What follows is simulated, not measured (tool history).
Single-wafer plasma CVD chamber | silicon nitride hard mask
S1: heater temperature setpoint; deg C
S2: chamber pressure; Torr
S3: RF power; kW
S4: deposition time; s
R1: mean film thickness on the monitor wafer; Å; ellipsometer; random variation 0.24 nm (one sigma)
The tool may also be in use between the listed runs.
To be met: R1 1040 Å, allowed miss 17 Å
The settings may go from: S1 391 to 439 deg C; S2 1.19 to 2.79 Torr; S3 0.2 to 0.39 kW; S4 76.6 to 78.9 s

run,hour,S1,S2,S3,S4,R1
1,0,415,1.99,0.295,76.6,896.7
2,2.2,415,2.1,0.3,76.6,920.9
3,4.1,415,2.19,0.305,76.6,943.06
4,9.7,415,2.27,0.305,76.6,954.5
5,15.6,415,2.27,0.29,76.6,921.76
6,18.8,415,2.34,0.295,76.6,942.75
7,23.9,415,2.4,0.3,76.6,959.42
8,30.8,415,2.4,0.3,76.6,959.28
9,37.3,415,2.45,0.305,76.6,972.74
10,39.9,415,2.49,0.31,76.6,985.56
11,43.8,415,2.53,0.31,76.6,992.46
12,44.8,415,2.53,0.31,76.6,988.77

Which of these 4 next moves meets every target?
A,45.8,412,2.79,0.315,77.6,?
B,45.8,411,2.56,0.31,76.7,?
C,45.8,424,2.78,0.345,78.1,?
D,45.8,412,2.39,0.295,77.3,?

move,R1
A,1041.4
B,997.73
C,1103.7
D,957.09
A: meets every target
B: nearer than the last run, and not there yet
C: takes the result that was furthest off past its target
D: further off than the last run
Answer: A

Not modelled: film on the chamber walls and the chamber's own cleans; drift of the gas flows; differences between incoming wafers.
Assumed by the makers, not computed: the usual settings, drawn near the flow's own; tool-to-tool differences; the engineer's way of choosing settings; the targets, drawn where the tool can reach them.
